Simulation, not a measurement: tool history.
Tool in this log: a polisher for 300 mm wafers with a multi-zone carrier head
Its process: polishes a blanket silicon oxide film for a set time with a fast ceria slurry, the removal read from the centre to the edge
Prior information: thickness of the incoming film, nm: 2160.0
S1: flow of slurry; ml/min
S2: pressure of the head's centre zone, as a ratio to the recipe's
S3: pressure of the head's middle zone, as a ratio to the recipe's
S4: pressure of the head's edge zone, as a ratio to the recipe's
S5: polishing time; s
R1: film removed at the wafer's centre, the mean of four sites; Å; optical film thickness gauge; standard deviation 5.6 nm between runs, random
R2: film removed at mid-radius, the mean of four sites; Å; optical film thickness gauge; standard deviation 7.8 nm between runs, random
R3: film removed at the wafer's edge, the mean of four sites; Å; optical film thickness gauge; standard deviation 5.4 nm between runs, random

| run | day | S1 | S2 | S3 | S4 | S5 | R1 | R2 | R3 |
|---|---|---|---|---|---|---|---|---|---|
| 1 | 0 | 165 | 1 | 1 | 1 | 35 | 4661.9 | 4849.5 | 4979.3 |
| 2 | 0.204 | 165 | 1.08 | 1 | 1 | 35 | 5163.2 | 4882.7 | 5101.5 |
| 3 | 0.529 | 165 | 1.13 | 1 | 1 | 35 | 5258.3 | 4859.4 | 4987.7 |
| 4 | 0.662 | 170 | 1.08 | 1.02 | 1.04 | 35 | 5170.4 | 5001.5 | 5247.5 |
| 5 | 0.842 | 175 | 1.05 | 1.04 | 1.07 | 35 | 5018.7 | 5238.3 | 5261.5 |
| 6 | 1.192 | 175 | 1.03 | 1.04 | 1.1 | 35 | 4945.3 | 5110.3 | 5299 |
| 7 | 1.288 | 180 | 1 | 1.05 | 1.12 | 36 | 4929.5 | 5202.6 | 5519 |
| 8 | 1.512 | 180 | 0.99 | 1.06 | 1.13 | 36 | 4840.9 | 5403.1 | 5555 |
| 9 | 1.842 | 180 | 0.98 | 1.06 | 1.14 | 36 | 4824.5 | 5362.8 | 5626 |
| 10 | 2.217 | 180 | 0.98 | 1.06 | 1.15 | 36 | 4805.4 | 5380.4 | 5523.7 |

Run 11 is up next; what results do you expect?
| 11 | 2.392 | 190 | 0.94 | 1.04 | 1.19 | 38 | ? | ? | ? |

R1: 4857.8 Å
R2: 5497.4 Å
R3: 6090.9 Å
